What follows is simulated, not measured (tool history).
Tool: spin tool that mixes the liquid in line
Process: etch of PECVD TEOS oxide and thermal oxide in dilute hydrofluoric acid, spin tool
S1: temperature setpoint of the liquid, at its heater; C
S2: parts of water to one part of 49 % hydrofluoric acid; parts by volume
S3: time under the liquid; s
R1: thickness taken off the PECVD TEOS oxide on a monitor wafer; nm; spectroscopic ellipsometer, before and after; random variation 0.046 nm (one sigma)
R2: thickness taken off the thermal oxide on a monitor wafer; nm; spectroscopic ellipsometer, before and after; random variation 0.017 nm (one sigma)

{"run": 1, "hour": 0.0, "S1": 25.0, "S2": 275, "S3": 180, "R1": 9.9197, "R2": 2.8196}
{"run": 2, "hour": 3.8, "S1": 23.5, "S2": 295, "S3": 180, "R1": 8.5046, "R2": 2.3752}
{"run": 3, "hour": 6.6, "S1": 23.5, "S2": 380, "S3": 180, "R1": 6.1617, "R2": 1.7681}
{"run": 4, "hour": 12.9, "S1": 23.5, "S2": 335, "S3": 180, "R1": 7.1631, "R2": 2.093}
{"run": 5, "hour": 18.5, "S1": 23.5, "S2": 335, "S3": 260, "R1": 10.597, "R2": 2.9956}
{"run": 6, "hour": 25.5, "S1": 22.0, "S2": 365, "S3": 260, "R1": 8.8218, "R2": 2.5449}
{"hour": 29.9, "done": "hydrofluoric acid flow meter replaced"}
{"run": 7, "hour": 29.9, "S1": 21.0, "S2": 390, "S3": 260, "R1": 7.0229, "R2": 2.0136}
{"run": 8, "hour": 35.3, "S1": 20.0, "S2": 395, "S3": 260, "R1": 6.764, "R2": 1.946}
{"run": 9, "hour": 41.4, "S1": 19.5, "S2": 405, "S3": 260, "R1": 6.4522, "R2": 1.8479}

Forecast run 10:
{"run": 10, "hour": 49.8, "S1": 19.0, "S2": 415, "S3": 260, "R1": "?", "R2": "?"}

Run 10 gave R1 6.1355 nm, R2 1.7310 nm.
